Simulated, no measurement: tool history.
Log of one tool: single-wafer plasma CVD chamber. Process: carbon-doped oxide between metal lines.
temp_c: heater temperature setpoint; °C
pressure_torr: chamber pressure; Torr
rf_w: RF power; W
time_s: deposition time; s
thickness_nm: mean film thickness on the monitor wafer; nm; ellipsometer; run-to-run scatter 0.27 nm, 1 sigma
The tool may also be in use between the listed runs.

run	hour	temp_c	pressure_torr	rf_w	time_s	thickness_nm
1	0	330	3.58	600	10	60.055
2	6.1	330	3.23	600	10	58.495
3	10.8	340	3.23	600	10	56.683
4	15	341	3.13	595	10	55.795
5	16.9	341	3.13	595	9.5	53.012
6	22.8	341	3.73	595	9.5	54.336

Run 7 is up next; what results do you expect?
7	26.4	341	3.73	595	9.5	?

thickness_nm: 54.302 nm

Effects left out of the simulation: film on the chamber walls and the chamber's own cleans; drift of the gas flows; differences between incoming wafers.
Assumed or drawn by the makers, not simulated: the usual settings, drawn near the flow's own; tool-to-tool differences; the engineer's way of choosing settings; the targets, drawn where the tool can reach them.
